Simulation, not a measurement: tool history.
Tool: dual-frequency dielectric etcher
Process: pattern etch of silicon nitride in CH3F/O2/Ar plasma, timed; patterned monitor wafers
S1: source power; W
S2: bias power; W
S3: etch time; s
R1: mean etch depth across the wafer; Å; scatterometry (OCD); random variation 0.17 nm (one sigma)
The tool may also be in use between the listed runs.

| run | hour | S1 | S2 | S3 | R1 |
|---|---|---|---|---|---|
| 1 | 0 | 420 | 94 | 71 | 626.67 |
| 2 | 5.1 | 400 | 94 | 71 | 615.14 |
| 3 | 10.3 | 390 | 94 | 71 | 611.24 |
| 4 | 14.9 | 390 | 94 | 74.5 | 642.84 |
| 5 | 23.7 | 370 | 94 | 74.5 | 628.66 |
| 6 | 26.3 | 360 | 94 | 74.5 | 628.1 |
| 7 | 32.9 | 340 | 94 | 74.5 | 616.49 |

Predict the results of run 8:
| 8 | 34.8 | 260 | 92 | 74.5 | ? |

Run 8 gave R1 566.89 Å.

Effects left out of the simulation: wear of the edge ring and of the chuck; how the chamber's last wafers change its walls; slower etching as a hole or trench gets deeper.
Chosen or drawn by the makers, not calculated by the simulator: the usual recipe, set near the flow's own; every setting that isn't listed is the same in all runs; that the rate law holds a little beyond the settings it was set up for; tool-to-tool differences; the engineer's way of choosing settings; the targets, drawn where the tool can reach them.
